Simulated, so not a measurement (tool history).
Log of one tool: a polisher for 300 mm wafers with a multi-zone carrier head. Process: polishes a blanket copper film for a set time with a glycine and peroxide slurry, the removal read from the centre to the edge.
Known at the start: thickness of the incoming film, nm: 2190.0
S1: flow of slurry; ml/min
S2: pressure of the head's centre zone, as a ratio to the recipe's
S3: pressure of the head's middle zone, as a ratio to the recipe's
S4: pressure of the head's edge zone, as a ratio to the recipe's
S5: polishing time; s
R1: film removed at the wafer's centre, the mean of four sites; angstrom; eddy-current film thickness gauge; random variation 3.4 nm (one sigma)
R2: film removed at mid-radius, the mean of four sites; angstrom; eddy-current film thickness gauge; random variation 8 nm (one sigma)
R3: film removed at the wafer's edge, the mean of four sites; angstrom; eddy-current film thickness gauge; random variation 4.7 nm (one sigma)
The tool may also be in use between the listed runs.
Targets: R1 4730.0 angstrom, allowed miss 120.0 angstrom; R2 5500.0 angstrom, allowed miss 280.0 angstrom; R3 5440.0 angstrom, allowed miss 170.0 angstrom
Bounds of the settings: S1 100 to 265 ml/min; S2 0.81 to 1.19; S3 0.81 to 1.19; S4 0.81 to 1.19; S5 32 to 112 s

run 1 hour=0.0 | S1=170 S2=1.00 S3=1.00 S4=1.00 S5=72 | R1=3796.2 R2=3659.3 R3=3831.7
run 2 hour=3.6 | S1=170 S2=1.00 S3=1.00 S4=1.05 S5=72 | R1=3856.6 R2=3738.1 R3=3887.3
run 3 hour=9.2 | S1=170 S2=0.94 S3=1.00 S4=1.05 S5=72 | R1=3710.4 R2=3834.5 R3=3842.5
run 4 hour=17.3 | S1=155 S2=0.90 S3=0.99 S4=1.10 S5=80 | R1=3881.9 R2=3972.2 R3=4333.7
run 5 hour=22.4 | S1=170 S2=0.89 S3=1.03 S4=1.12 S5=84 | R1=4084.1 R2=4529.2 R3=4607.6
run 6 hour=24.1 | S1=170 S2=0.89 S3=0.95 S4=1.12 S5=84 | R1=4109.9 R2=4296.8 R3=4664.5
run 7 hour=26.4 | S1=170 S2=0.89 S3=0.95 S4=1.12 S5=84 | R1=4133.9 R2=4180.9 R3=4624.7
run 8 hour=26.9 | S1=180 S2=0.88 S3=0.98 S4=1.14 S5=87 | R1=4244.6 R2=4554.7 R3=4869.9
run 9 hour=27.9 | S1=195 S2=0.88 S3=1.00 S4=1.15 S5=89 | R1=4444.4 R2=4757.7 R3=5037.7
run 10 hour=31.7 | S1=195 S2=0.88 S3=1.00 S4=1.15 S5=89 | R1=4408.8 R2=4564.3 R3=5077.7
run 11 hour=37.5 | S1=185 S2=0.88 S3=1.04 S4=1.14 S5=92 | R1=4468.9 R2=5125.8 R3=5181.6
run 12 hour=45.2 | S1=195 S2=0.88 S3=1.05 S4=1.15 S5=93 | R1=4566.4 R2=5146.0 R3=5317.4

5 next moves are on the table. One of them brings every result within its allowed miss. Which?
run A hour=52.9 | S1=195 S2=0.86 S3=1.09 S4=1.14 S5=97 | R1=? R2=? R3=?
run B hour=52.9 | S1=160 S2=0.94 S3=1.13 S4=1.06 S5=94 | R1=? R2=? R3=?
run C hour=52.9 | S1=200 S2=0.94 S3=0.95 S4=1.19 S5=90 | R1=? R2=? R3=?
run D hour=52.9 | S1=245 S2=0.84 S3=0.91 S4=1.19 S5=94 | R1=? R2=? R3=?
run E hour=52.9 | S1=135 S2=0.89 S3=1.19 S4=0.97 S5=104 | R1=? R2=? R3=?

move=A R1=4753.2 R2=5568.3 R3=5449.7
move=B R1=4718.1 R2=5365.6 R3=4958.9
move=C R1=4713.6 R2=4638.8 R3=5194.9
move=D R1=4688.8 R2=4816.2 R3=5542.6
move=E R1=4815.1 R2=5971.1 R3=5112.5
A: meets every target
B: brings the result that was furthest off to its target, and leaves another outside
C: brings the result that was furthest off to its target, and leaves another outside
D: brings the result that was furthest off to its target, and leaves another outside
E: brings the result that was furthest off to its target, and leaves another outside
Move A is the one to make.
